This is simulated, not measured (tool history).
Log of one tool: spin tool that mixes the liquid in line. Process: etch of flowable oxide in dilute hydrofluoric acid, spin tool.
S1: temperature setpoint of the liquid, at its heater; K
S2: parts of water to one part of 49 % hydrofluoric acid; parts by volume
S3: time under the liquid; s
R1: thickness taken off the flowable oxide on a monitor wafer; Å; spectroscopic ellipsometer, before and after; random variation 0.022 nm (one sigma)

| run | hour | S1 | S2 | S3 | R1 |
|---|---|---|---|---|---|
| 1 | 0.0 | 298.15 | 280 | 45 | 42.653 |
| 2 | 8.6 | 296.15 | 300 | 45 | 36.265 |
| 3 | 14.1 | 299.65 | 300 | 45 | 39.779 |
| 4 | 17.4 | 297.65 | 315 | 45 | 36.255 |
|  | 22.0 | hydrofluoric acid flow meter replaced |
| 5 | 22.0 | 296.15 | 330 | 45 | 34.868 |
| 6 | 27.0 | 295.65 | 360 | 45 | 30.651 |
| 7 | 35.3 | 294.65 | 375 | 45 | 27.660 |
| 8 | 37.7 | 293.65 | 380 | 45 | 26.674 |
| 9 | 44.2 | 293.15 | 380 | 45 | 25.767 |

What will run 10 give?
| 10 | 50.9 | 292.65 | 380 | 45 | ? |

{"run 10": {"R1": 25.573}}

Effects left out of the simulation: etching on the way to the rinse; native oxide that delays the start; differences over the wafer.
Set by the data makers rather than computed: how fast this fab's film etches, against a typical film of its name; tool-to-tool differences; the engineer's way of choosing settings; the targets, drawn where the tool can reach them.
